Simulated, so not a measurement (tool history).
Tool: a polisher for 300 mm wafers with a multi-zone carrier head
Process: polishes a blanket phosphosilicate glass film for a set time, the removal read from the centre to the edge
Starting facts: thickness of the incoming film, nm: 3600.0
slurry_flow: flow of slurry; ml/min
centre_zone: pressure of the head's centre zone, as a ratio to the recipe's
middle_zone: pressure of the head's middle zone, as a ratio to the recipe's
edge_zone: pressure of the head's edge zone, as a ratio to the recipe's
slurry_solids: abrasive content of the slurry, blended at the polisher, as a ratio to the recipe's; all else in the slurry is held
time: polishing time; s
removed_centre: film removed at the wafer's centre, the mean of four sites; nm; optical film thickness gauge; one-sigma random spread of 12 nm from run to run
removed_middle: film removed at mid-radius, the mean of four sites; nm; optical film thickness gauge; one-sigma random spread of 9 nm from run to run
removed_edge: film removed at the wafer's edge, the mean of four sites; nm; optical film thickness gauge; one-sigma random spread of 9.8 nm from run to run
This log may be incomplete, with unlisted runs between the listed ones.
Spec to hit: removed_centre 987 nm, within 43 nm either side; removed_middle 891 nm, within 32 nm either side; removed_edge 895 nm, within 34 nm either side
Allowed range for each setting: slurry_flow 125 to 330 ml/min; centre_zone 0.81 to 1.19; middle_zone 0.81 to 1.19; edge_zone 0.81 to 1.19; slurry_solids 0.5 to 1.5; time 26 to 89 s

Run 1, hour 0: slurry_flow 210 ml/min, centre_zone 1, middle_zone 1, edge_zone 1, slurry_solids 1, time 57 s. Result: removed_centre 796.82 nm, removed_middle 794.09 nm, removed_edge 783.93 nm.
Run 2, hour 6.8: slurry_flow 210 ml/min, centre_zone 1, middle_zone 1, edge_zone 1, slurry_solids 1, time 44 s. Result: removed_centre 599.8 nm, removed_middle 634.65 nm, removed_edge 606.94 nm.
Run 3, hour 10: slurry_flow 210 ml/min, centre_zone 1, middle_zone 1, edge_zone 0.93, slurry_solids 1, time 44 s. Result: removed_centre 606.79 nm, removed_middle 629.67 nm, removed_edge 601.89 nm.
Run 4, hour 12.9: slurry_flow 210 ml/min, centre_zone 1, middle_zone 1, edge_zone 0.87, slurry_solids 1, time 44 s. Result: removed_centre 603.59 nm, removed_middle 619.69 nm, removed_edge 581 nm.
Run 5, hour 17.7: slurry_flow 210 ml/min, centre_zone 1, middle_zone 0.94, edge_zone 0.87, slurry_solids 1, time 44 s. Result: removed_centre 599.22 nm, removed_middle 607.39 nm, removed_edge 570.46 nm.
Run 6, hour 21.9: slurry_flow 215 ml/min, centre_zone 1.02, middle_zone 0.96, edge_zone 0.91, slurry_solids 1.1, time 45 s. Result: removed_centre 667.15 nm, removed_middle 650.52 nm, removed_edge 633.05 nm.
Run 7, hour 29.6: slurry_flow 220 ml/min, centre_zone 1.04, middle_zone 0.99, edge_zone 0.93, slurry_solids 1.15, time 45 s. Result: removed_centre 708.94 nm, removed_middle 669.77 nm, removed_edge 653.98 nm.
Run 8, hour 34.6: slurry_flow 250 ml/min, centre_zone 1.07, middle_zone 1.09, edge_zone 1.03, slurry_solids 1.4, time 52 s. Result: removed_centre 949.41 nm, removed_middle 929.94 nm, removed_edge 882.81 nm.
Run 9, hour 41.5: slurry_flow 250 ml/min, centre_zone 1.08, middle_zone 1.08, edge_zone 1.03, slurry_solids 1.4, time 52 s. Result: removed_centre 930.51 nm, removed_middle 924.89 nm, removed_edge 862.75 nm.

Exercise: of the 4 proposed moves below, exactly one satisfies all targets within the stated allowed misses. Which move is it?
Run A, hour 48.4: slurry_flow 235 ml/min, centre_zone 1.13, middle_zone 1.14, edge_zone 1.06, slurry_solids 1.45, time 52 s. Result: removed_centre ?, removed_middle ?, removed_edge ?.
Run B, hour 48.4: slurry_flow 235 ml/min, centre_zone 1.08, middle_zone 0.95, edge_zone 1.09, slurry_solids 1.4, time 55 s. Result: removed_centre ?, removed_middle ?, removed_edge ?.
Run C, hour 48.4: slurry_flow 225 ml/min, centre_zone 0.94, middle_zone 1.05, edge_zone 1.02, slurry_solids 1.35, time 55 s. Result: removed_centre ?, removed_middle ?, removed_edge ?.
Run D, hour 48.4: slurry_flow 320 ml/min, centre_zone 1.11, middle_zone 0.99, edge_zone 1.04, slurry_solids 1.5, time 51 s. Result: removed_centre ?, removed_middle ?, removed_edge ?.

move  removed_centre  removed_middle  removed_edge
   A          969.47          938.87         892.9
   B          965.27          867.69        946.41
   C          821.99          908.42        897.45
   D          982.31          878.67        903.67
A: brings the result that was furthest off to its target, and leaves another outside
B: brings the result that was furthest off to its target, and leaves another outside
C: further off than the last run
D: in spec on every target
Move D is the one to make.

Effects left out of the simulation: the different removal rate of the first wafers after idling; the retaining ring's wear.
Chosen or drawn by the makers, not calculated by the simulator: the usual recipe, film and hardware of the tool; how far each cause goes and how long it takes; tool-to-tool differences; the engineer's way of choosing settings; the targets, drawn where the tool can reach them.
